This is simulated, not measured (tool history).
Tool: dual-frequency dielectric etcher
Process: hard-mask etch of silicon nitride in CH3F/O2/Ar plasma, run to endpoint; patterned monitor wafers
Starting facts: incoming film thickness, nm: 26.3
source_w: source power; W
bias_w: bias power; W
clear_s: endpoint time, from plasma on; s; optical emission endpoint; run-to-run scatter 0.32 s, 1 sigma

run	day	source_w	bias_w	clear_s
1	0	370	54	49.428
2	0.288	330	54	51.376
3	0.529	320	53	52.452
4	0.804	310	52	54.099
5	0.962	370	52	49.775
6	1.112	350	51	51.214

What does the tool deliver on the next run?
7	1.162	340	50	?

{"run 7": {"clear_s": 52.252}}
